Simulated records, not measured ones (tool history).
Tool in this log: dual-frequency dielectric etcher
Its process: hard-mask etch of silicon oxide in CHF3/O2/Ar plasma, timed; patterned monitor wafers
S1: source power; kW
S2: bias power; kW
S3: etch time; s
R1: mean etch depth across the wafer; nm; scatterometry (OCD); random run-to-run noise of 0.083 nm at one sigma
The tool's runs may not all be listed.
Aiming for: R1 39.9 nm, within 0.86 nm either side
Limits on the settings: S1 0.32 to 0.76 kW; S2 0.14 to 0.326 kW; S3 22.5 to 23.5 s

run,hour,S1,S2,S3,R1
1,0,0.54,0.233,22.5,46.649
2,3.7,0.54,0.233,23.5,48.882
3,10.9,0.54,0.233,22.5,46.821
4,13.8,0.54,0.233,22.5,46.655
5,19.7,0.54,0.201,22.5,44.23
6,26.2,0.54,0.179,22.5,42.321
7,30.8,0.53,0.178,22.5,41.805
8,32.2,0.52,0.177,22.5,41.343
9,38.3,0.51,0.177,22.5,40.797

Of the 5 settings listed for the next run, only one would bring every result within its allowed miss of target. Which one?
A,44.4,0.42,0.228,23.5,?
B,44.4,0.46,0.151,23.5,?
C,44.4,0.51,0.165,23.5,?
D,44.4,0.51,0.192,22.5,?
E,44.4,0.48,0.187,22.5,?

move,R1
A,41.699
B,37.84
C,41.581
D,42.089
E,40.221
A: misses by more than the last run did
B: moves the result that the last run missed by most past its target, out the other side
C: misses by more than the last run did
D: misses by more than the last run did
E: every result within its allowed miss
E is the move that brings every result within its allowed miss.
